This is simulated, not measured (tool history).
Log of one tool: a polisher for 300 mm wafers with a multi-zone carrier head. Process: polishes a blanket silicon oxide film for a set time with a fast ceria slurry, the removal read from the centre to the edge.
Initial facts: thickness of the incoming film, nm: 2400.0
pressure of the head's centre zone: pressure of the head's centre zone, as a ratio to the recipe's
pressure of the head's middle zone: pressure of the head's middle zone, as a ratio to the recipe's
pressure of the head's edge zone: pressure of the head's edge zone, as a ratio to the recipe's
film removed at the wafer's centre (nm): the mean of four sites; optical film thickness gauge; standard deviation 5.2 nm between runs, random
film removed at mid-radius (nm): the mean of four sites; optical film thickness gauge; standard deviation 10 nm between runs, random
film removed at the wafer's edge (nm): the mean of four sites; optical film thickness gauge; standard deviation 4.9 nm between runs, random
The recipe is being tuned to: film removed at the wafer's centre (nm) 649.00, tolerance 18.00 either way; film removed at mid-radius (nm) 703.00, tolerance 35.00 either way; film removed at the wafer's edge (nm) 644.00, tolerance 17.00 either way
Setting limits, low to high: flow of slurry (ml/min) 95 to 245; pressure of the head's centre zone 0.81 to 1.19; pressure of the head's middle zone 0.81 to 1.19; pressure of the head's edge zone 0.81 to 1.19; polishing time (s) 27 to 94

run  hour  flow of slurry (ml/min)  pressure of the head's centre zone  pressure of the head's middle zone  pressure of the head's edge zone  polishing time (s)  film removed at the wafer's centre (nm)  film removed at mid-radius (nm)  film removed at the wafer's edge (nm)
  1   0.0                      155                                1.00                                1.00                              1.00                  60                                   762.54                           736.43                                 753.07
  2   2.8                      175                                1.00                                1.00                              1.00                  60                                   769.06                           761.67                                 776.81
  3   7.5                      170                                0.99                                1.00                              0.98                  60                                   768.57                           767.99                                 751.27
  4   9.9                      170                                0.99                                0.94                              0.98                  60                                   765.10                           720.62                                 751.53
  5  17.2                      170                                0.99                                0.85                              0.98                  60                                   753.64                           662.42                                 765.94
  6  18.6                      170                                1.04                                0.85                              0.98                  60                                   804.15                           663.15                                 761.99
  7  21.7                      165                                1.03                                0.87                              0.97                  60                                   772.05                           668.95                                 735.32
  8  26.1                      160                                1.02                                0.88                              0.96                  60                                   775.17                           657.79                                 743.93
  9  30.7                      160                                1.01                                0.90                              0.95                  60                                   762.37                           679.96                                 737.32
 10  38.5                      155                                1.00                                0.91                              0.94                  60                                   760.92                           690.62                                 733.30
 11  43.4                      150                                0.99                                0.92                              0.93                  60                                   735.23                           699.72                                 731.45
 12  48.2                      145                                0.99                                0.93                              0.92                  60                                   746.87                           689.72                                 718.03
 13  49.9                      140                                0.98                                0.94                              0.91                  60                                   714.90                           689.21                                 705.00
 14  52.0                      135                                0.98                                0.95                              0.90                  60                                   710.34                           690.92                                 700.87
 15  53.7                      130                                0.98                                0.96                              0.89                  60                                   710.39                           684.54                                 689.76
 16  57.7                      130                                0.97                                0.97                              0.88                  60                                   709.80                           707.42                                 686.71
 17  59.4                      125                                0.97                                0.97                              0.88                  60                                   702.60                           687.03                                 687.75
 18  65.7                      125                                0.97                                0.98                              0.87                  60                                   691.81                           696.10                                 683.27
 19  74.2                      125                                0.97                                0.99                              0.86                  60                                   701.57                           692.60                                 677.55
 20  76.3                      125                                0.97                                1.00                              0.86                  60                                   688.83                           720.09                                 669.39
 21  76.9                      115                                0.95                                1.01                              0.84                  60                                   661.03                           695.82                                 665.92

Exercise: of the 4 proposed moves below, exactly one satisfies all targets within the stated allowed misses. Which move is it?
  A  77.5                       95                                0.95                                0.98                              0.86                  63                                        ?                                ?                                      ?
  B  77.5                      100                                0.99                                1.08                              0.89                  59                                        ?                                ?                                      ?
  C  77.5                      140                                1.02                                0.95                              0.83                  56                                        ?                                ?                                      ?
  D  77.5                       95                                0.90                                0.90                              0.82                  67                                        ?                                ?                                      ?

move  film removed at the wafer's centre (nm)  film removed at mid-radius (nm)  film removed at the wafer's edge (nm)
   A                                   654.77                           668.06                                 683.25
   B                                   651.49                           688.89                                 656.05
   C                                   702.04                           640.69                                 641.69
   D                                   659.03                           662.96                                 712.19
A: lands further from the targets than the last run did
B: all results land within tolerance of their targets
C: gets the furthest-off result to its target, but another result is out of tolerance
D: lands further from the targets than the last run did
So the answer is move B, the one that meets all the targets.
